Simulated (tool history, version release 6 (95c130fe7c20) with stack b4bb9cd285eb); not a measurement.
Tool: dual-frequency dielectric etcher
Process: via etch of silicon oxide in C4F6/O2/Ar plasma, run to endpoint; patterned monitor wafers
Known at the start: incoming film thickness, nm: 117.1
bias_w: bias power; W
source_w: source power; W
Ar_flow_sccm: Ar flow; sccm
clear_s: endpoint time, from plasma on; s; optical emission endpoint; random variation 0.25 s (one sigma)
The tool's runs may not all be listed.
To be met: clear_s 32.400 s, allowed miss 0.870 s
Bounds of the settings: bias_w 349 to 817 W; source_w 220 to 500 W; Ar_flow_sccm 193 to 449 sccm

run,hour,bias_w,source_w,Ar_flow_sccm,clear_s
1,0.0,583,360,321,26.383
2,4.2,583,360,277,25.604
3,12.3,583,330,277,26.764
4,17.0,583,330,229,26.393
5,22.4,583,370,229,25.601
6,29.5,550,360,231,26.215
7,32.6,523,350,233,27.156
8,34.5,500,340,234,28.098
9,40.1,481,340,235,28.178
10,40.8,463,330,236,29.027
11,49.5,448,330,237,29.531
12,53.8,436,330,238,29.525
13,57.0,436,330,238,29.830
14,59.6,425,330,239,30.457
15,64.6,417,330,239,30.409
16,72.1,408,330,239,30.925
17,73.9,402,330,239,31.098
18,78.4,397,330,239,31.078
19,85.0,391,330,239,31.433

Which of these 4 next moves meets every target?
A,91.6,384,330,297,?
B,91.6,489,260,275,?
C,91.6,396,340,234,?
D,91.6,462,360,271,?

move,clear_s
A,32.218
B,30.614
C,30.857
D,28.741
A: meets every target
B: further off than the last run
C: further off than the last run
D: further off than the last run
Answer: A
